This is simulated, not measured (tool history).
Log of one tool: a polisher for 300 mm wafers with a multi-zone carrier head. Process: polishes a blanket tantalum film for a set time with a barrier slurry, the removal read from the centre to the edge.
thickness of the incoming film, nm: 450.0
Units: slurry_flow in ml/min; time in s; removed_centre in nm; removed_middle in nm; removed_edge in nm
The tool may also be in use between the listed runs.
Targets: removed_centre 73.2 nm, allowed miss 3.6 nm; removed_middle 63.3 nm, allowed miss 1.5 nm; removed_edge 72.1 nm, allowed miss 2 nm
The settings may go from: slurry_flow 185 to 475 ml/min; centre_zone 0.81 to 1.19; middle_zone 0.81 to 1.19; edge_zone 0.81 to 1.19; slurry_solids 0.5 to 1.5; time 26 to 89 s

run	hour	slurry_flow	centre_zone	middle_zone	edge_zone	slurry_solids	time	removed_centre	removed_middle	removed_edge
1	0	305	1	1	1	1	57	92.18	93.012	91.461
2	8.4	340	1	1	1	1	57	90.746	93.81	93.077
3	12.8	325	1	0.95	0.99	0.85	56	82.824	80.92	83.821
4	16.2	325	1	0.91	0.99	0.85	56	84.612	78.773	82.011
5	18.5	320	0.99	0.88	1	0.75	56	76.411	70.257	76.704
6	27.5	300	0.99	0.86	1	0.75	56	77.188	68.584	76.259
7	32.8	285	0.98	0.85	0.99	0.75	56	74.825	67.759	76.468
8	33.4	275	1.01	0.81	0.91	0.65	56	66.866	58.229	66.558
9	41	295	1.01	0.82	0.93	0.65	56	68.406	58.918	66.519
10	46.8	290	1.01	0.86	1.03	0.85	56	84.651	74.117	82.118
11	49.4	275	1.01	0.85	1	0.85	56	83.472	73.345	81.702
12	56.7	265	1.01	0.84	0.97	0.8	56	79.836	69.493	77.968
13	57.9	265	1.01	0.84	0.97	0.8	56	78.928	68.85	79.119
14	64.1	270	1.01	0.83	0.95	0.8	56	80.498	70.203	77.094
15	69.5	265	1.01	0.82	0.95	0.75	56	76.344	65.323	75.481
16	71.9	270	1.01	0.82	0.94	0.75	56	76.954	65.911	74.747

4 next moves are on the table. One of them brings every result within its allowed miss. Which?
A	74.3	280	1.06	0.82	0.96	0.8	49	?	?	?
B	74.3	300	0.97	0.94	1.03	0.9	43	?	?	?
C	74.3	250	0.96	0.97	0.96	0.65	57	?	?	?
D	74.3	230	0.98	0.81	0.91	0.75	55	?	?	?

move	removed_centre	removed_middle	removed_edge
A	73.472	59.167	67.933
B	63.732	62.456	65.609
C	65.763	66.914	66.825
D	72.055	62.044	70.786
A: takes the result that was furthest off past its target
B: brings the result that was furthest off to its target, and leaves another outside
C: further off than the last run
D: meets every target
Answer: D
